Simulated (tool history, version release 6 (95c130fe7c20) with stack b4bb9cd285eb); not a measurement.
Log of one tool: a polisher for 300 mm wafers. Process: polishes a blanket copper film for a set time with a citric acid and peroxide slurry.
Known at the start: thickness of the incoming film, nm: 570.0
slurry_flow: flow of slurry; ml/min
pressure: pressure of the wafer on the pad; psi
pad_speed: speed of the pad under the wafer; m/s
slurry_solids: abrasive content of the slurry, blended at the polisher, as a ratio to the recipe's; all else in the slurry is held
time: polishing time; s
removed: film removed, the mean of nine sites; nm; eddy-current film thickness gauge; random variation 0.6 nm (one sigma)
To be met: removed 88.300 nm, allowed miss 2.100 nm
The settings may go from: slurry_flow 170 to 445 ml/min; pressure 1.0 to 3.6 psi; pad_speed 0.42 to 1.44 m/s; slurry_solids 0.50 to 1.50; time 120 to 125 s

run	hour	slurry_flow	pressure	pad_speed	slurry_solids	time	removed
1	0.0	285	2.3	0.92	1.00	120	222.310
2	3.0	285	2.3	0.74	1.00	120	179.120
3	8.2	285	2.3	0.74	1.00	125	189.140
4	15.0	285	2.3	0.74	1.00	120	177.210
5	22.8	280	1.9	0.70	1.00	120	141.780
6	28.6	275	1.6	0.68	1.00	120	115.550
7	33.7	265	1.5	0.68	1.00	120	109.190
8	42.5	250	1.4	0.68	1.00	120	101.940
9	43.2	235	1.3	0.68	1.00	120	94.260
10	46.0	220	1.3	0.68	1.00	120	93.336
11	54.2	210	1.3	0.68	1.00	120	94.048
12	59.5	210	1.1	0.68	1.00	120	79.760
13	64.1	230	1.1	0.68	1.00	120	81.515
14	70.9	245	1.1	0.68	1.00	120	81.519

4 next moves are on the table. One of them brings every result within its allowed miss. Which?
A	77.7	270	1.3	0.56	1.00	122	?
B	77.7	170	1.6	0.50	1.10	125	?
C	77.7	190	1.2	0.62	1.10	125	?
D	77.7	170	1.1	0.68	1.15	125	?

move	removed
A	81.736
B	88.358
C	83.701
D	83.585
A: as far off as the last run
B: meets every target
C: nearer than the last run, and not there yet
D: nearer than the last run, and not there yet
The right move is B.
